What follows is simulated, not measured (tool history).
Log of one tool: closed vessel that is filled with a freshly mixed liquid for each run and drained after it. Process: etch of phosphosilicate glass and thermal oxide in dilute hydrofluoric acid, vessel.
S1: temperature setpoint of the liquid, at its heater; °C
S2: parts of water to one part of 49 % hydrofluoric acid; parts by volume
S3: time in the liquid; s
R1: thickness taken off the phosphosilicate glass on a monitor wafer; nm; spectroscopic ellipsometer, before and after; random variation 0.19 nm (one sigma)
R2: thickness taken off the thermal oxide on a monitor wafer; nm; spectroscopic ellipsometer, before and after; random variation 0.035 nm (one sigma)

run  hour    S1   S2  S3      R1       R2
  1     0    24  270  60  24.802  0.88891
  2   1.2  25.5  270  60  25.872  0.94774
  3   7.1  25.5  270  80  34.628   1.2894
  4  10.9  27.5  270  80  36.514   1.3884
  5  12.9    31  270  80  41.594   1.4994
  6  14.9    31  365  80  28.322   1.0325
  7  16.3  28.5  370  80  25.411  0.94154
  8  18.6    27  375  80  23.955  0.90322
  9  26.7    26  380  80  22.467  0.82176
 10  34.4    25  380  80  21.781  0.81005

The next listed run, before its measurement:
 11  39.3  24.5  380  80   ?   ?

R1: 21.122 nm
R2: 0.81129 nm

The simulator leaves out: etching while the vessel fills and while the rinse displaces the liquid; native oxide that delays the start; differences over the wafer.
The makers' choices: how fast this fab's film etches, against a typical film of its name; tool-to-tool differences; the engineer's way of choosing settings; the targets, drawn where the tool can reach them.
